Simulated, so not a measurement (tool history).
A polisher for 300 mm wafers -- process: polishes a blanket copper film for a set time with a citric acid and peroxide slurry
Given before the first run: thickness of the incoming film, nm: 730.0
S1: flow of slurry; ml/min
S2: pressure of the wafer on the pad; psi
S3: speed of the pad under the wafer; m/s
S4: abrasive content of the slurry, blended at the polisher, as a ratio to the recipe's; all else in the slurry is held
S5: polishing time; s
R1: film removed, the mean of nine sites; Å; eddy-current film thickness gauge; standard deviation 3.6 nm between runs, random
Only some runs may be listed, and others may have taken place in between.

run,hour,S1,S2,S3,S4,S5,R1
1,0,150,3,1.02,1,83,1597.7
2,4.5,170,3,1.02,1,83,1593.8
3,10.5,170,3.2,1.02,1,83,1747.2
4,17.3,170,3.3,1.02,1,83,1755
5,24.5,170,3.4,1.02,1,83,1851.7
6,27.1,185,3.4,1.02,1,83,1877.6
7,29.8,185,3.5,1.02,1,83,1915.8

Run 8 has not been measured yet. What should we expect?
8,38.1,185,3.6,1.02,1,83,?

{"run 8": {"R1": 1987.1}}
